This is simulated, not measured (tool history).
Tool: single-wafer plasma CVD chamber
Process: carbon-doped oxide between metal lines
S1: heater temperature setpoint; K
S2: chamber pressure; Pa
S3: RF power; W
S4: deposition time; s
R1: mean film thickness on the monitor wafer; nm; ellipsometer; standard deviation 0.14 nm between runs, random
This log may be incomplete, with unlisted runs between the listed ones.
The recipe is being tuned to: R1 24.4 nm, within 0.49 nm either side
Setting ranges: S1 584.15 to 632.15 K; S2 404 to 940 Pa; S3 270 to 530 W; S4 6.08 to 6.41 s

{"run": 1, "hour": 0.0, "S1": 608.15, "S2": 672, "S3": 400, "S4": 6.41, "R1": 28.109}
{"run": 2, "hour": 7.5, "S1": 608.15, "S2": 672, "S3": 400, "S4": 6.41, "R1": 28.277}
{"run": 3, "hour": 15.8, "S1": 608.15, "S2": 672, "S3": 430, "S4": 6.41, "R1": 29.356}
{"run": 4, "hour": 17.5, "S1": 609.15, "S2": 656, "S3": 420, "S4": 6.4, "R1": 28.857}
{"run": 5, "hour": 22.4, "S1": 609.15, "S2": 656, "S3": 465, "S4": 6.4, "R1": 31.132}
{"run": 6, "hour": 28.3, "S1": 610.15, "S2": 643, "S3": 455, "S4": 6.39, "R1": 30.588}
{"run": 7, "hour": 37.0, "S1": 611.15, "S2": 639, "S3": 445, "S4": 6.37, "R1": 29.991}
{"run": 8, "hour": 37.9, "S1": 611.15, "S2": 639, "S3": 435, "S4": 6.35, "R1": 29.323}
{"run": 9, "hour": 45.0, "S1": 611.15, "S2": 635, "S3": 425, "S4": 6.34, "R1": 28.56}
{"run": 10, "hour": 47.6, "S1": 612.15, "S2": 617, "S3": 420, "S4": 6.34, "R1": 27.961}
{"run": 11, "hour": 49.7, "S1": 613.15, "S2": 599, "S3": 420, "S4": 6.34, "R1": 27.928}
{"run": 12, "hour": 56.9, "S1": 622.15, "S2": 512, "S3": 360, "S4": 6.27, "R1": 23.322}

Exactly one of the 4 candidate moves below puts every result within its allowed miss. Which one?
{"run": "A", "hour": 64.1, "S1": 622.15, "S2": 499, "S3": 360, "S4": 6.25, "R1": "?"}
{"run": "B", "hour": 64.1, "S1": 623.15, "S2": 411, "S3": 375, "S4": 6.41, "R1": "?"}
{"run": "C", "hour": 64.1, "S1": 623.15, "S2": 484, "S3": 375, "S4": 6.19, "R1": "?"}
{"run": "D", "hour": 64.1, "S1": 624.15, "S2": 488, "S3": 355, "S4": 6.33, "R1": "?"}

move=A R1=23.457
move=B R1=24.328
move=C R1=23.833
move=D R1=23.298
A: gains on the last run, yet a result remains outside its allowed miss
B: each result inside its tolerance
C: gains on the last run, yet a result remains outside its allowed miss
D: neither nearer nor further off than the last run
The right move is B.

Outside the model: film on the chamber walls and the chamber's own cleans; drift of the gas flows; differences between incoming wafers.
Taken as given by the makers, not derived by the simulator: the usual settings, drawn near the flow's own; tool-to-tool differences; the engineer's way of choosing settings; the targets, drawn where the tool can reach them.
